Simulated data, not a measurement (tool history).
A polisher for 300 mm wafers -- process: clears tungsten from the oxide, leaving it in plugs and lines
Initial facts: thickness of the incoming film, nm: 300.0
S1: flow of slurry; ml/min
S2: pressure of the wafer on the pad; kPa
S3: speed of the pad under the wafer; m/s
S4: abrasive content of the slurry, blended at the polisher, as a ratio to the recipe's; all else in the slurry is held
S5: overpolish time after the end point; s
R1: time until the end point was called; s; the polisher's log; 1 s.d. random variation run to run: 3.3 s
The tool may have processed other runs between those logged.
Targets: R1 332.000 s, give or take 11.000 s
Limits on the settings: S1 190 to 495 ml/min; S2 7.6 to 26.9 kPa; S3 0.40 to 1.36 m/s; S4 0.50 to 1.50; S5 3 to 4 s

run	hour	S1	S2	S3	S4	S5	R1
1	0.0	320	17.2	0.88	1.00	4	98.405
2	8.2	320	17.2	0.96	1.00	4	89.907
3	9.1	310	15.2	0.86	0.95	4	116.090
4	13.3	305	13.8	0.78	0.90	4	141.330
5	21.4	305	12.4	0.70	0.90	4	170.400
6	28.4	305	11.7	0.64	0.90	4	198.890
7	32.9	300	7.6	0.44	0.90	4	427.910
8	40.4	300	8.3	0.44	0.90	4	393.340

Of the 5 settings listed for the next run, only one would bring every result within its allowed miss of target. Which one?
A	47.9	210	9.0	0.50	0.95	3	?
B	47.9	305	7.6	0.52	0.95	4	?
C	47.9	285	9.0	0.46	0.95	4	?
D	47.9	345	11.0	0.46	0.65	4	?
E	47.9	475	10.3	0.40	0.70	4	?

move	R1
A	332.210
B	361.850
C	349.320
D	310.100
E	361.980
A: all results in spec
B: closer than the last run, but not yet in spec
C: closer than the last run, but not yet in spec
D: pushes the last run's worst result past its target
E: closer than the last run, but not yet in spec
Go with A: it meets all targets.
